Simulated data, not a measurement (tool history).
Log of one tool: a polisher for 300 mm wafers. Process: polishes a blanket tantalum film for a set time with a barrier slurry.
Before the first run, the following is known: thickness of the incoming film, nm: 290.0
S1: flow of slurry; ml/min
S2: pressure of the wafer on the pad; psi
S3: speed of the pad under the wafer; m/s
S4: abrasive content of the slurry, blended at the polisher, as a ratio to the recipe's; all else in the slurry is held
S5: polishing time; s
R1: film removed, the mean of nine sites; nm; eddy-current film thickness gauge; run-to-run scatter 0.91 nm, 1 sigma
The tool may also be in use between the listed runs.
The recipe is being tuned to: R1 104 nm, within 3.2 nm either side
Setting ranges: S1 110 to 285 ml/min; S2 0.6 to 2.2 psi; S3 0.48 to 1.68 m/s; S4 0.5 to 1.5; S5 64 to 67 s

run	hour	S1	S2	S3	S4	S5	R1
1	0	180	1.4	1.08	1	64	73.823
2	2.6	185	1.5	1.08	1	64	77.779
3	3.3	185	1.6	1.08	1	64	81.1
4	6.2	185	1.4	1.08	1	64	74.637
5	8.7	185	1.4	0.82	1	64	61.416
6	15	185	1.4	0.82	1	67	65.778
7	17.3	215	1.8	0.84	1	67	85.217
8	19.3	225	2	0.84	1	67	92
9	24.6	230	2.1	0.86	1	67	100.5
10	33.2	240	2.1	0.86	1	67	100.46

Exercise: of the 4 proposed moves below, exactly one satisfies all targets within the stated allowed misses. Which move is it?
A	41.8	210	2	0.9	1.15	65	?
B	41.8	250	2.2	0.7	0.95	67	?
C	41.8	230	2	0.96	1.1	64	?
D	41.8	250	2.1	0.88	1.05	67	?

move	R1
A	95.742
B	92.507
C	98.066
D	102.19
A: further off than the last run
B: further off than the last run
C: further off than the last run
D: all results land within tolerance of their targets
So the answer is move D, the one that meets all the targets.
